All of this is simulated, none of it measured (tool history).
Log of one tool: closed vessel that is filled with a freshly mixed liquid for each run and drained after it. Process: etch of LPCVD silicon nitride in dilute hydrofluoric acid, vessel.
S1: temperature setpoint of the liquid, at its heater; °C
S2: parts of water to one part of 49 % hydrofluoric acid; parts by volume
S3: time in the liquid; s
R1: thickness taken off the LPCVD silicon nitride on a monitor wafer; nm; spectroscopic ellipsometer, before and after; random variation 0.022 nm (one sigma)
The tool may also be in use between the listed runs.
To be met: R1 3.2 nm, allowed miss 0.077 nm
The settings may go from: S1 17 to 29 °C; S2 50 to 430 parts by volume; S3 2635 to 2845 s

Run 1, day 0: S1 21 °C, S2 240 parts by volume, S3 2635 s. Result: R1 4.7539 nm.
Run 2, day 0.246: S1 24 °C, S2 240 parts by volume, S3 2635 s. Result: R1 5.8581 nm.
Run 3, day 0.496: S1 24 °C, S2 290 parts by volume, S3 2635 s. Result: R1 4.7962 nm.
Run 4, day 0.596: S1 26.5 °C, S2 290 parts by volume, S3 2635 s. Result: R1 5.552 nm.
Run 5, day 0.862: S1 29 °C, S2 290 parts by volume, S3 2635 s. Result: R1 6.5755 nm.
Run 6, day 1.142: S1 29 °C, S2 290 parts by volume, S3 2845 s. Result: R1 6.9785 nm.
Run 7, day 1.329: S1 27.5 °C, S2 295 parts by volume, S3 2845 s. Result: R1 6.3423 nm.
Run 8, day 1.592: S1 26 °C, S2 295 parts by volume, S3 2845 s. Result: R1 5.7425 nm.
Run 9, day 1.958: S1 22 °C, S2 300 parts by volume, S3 2845 s. Result: R1 4.4831 nm.
Run 10, day 2.033: S1 21.5 °C, S2 300 parts by volume, S3 2845 s. Result: R1 4.3286 nm.
Run 11, day 2.125: S1 21 °C, S2 300 parts by volume, S3 2845 s. Result: R1 4.2378 nm.
Run 12, day 2.317: S1 20.5 °C, S2 300 parts by volume, S3 2845 s. Result: R1 4.0439 nm.
Run 13, day 2.683: S1 20 °C, S2 300 parts by volume, S3 2845 s. Result: R1 3.9372 nm.
Run 14, day 2.733: S1 19.5 °C, S2 300 parts by volume, S3 2845 s. Result: R1 3.8287 nm.
Run 15, day 2.979: S1 19.5 °C, S2 300 parts by volume, S3 2845 s. Result: R1 3.7714 nm.

5 next moves are on the table. One of them brings every result within its allowed miss. Which?
Run A, day 3.225: S1 18.5 °C, S2 230 parts by volume, S3 2775 s. Result: R1 ?.
Run B, day 3.225: S1 22 °C, S2 285 parts by volume, S3 2845 s. Result: R1 ?.
Run C, day 3.225: S1 19 °C, S2 225 parts by volume, S3 2845 s. Result: R1 ?.
Run D, day 3.225: S1 18.5 °C, S2 340 parts by volume, S3 2845 s. Result: R1 ?.
Run E, day 3.225: S1 18.5 °C, S2 295 parts by volume, S3 2750 s. Result: R1 ?.

move      R1
   A  4.4918
   B  4.6834
   C   4.861
   D  3.1656
   E  3.5051
A: further off than the last run
B: further off than the last run
C: further off than the last run
D: meets every target
E: nearer than the last run, and not there yet
Answer: D
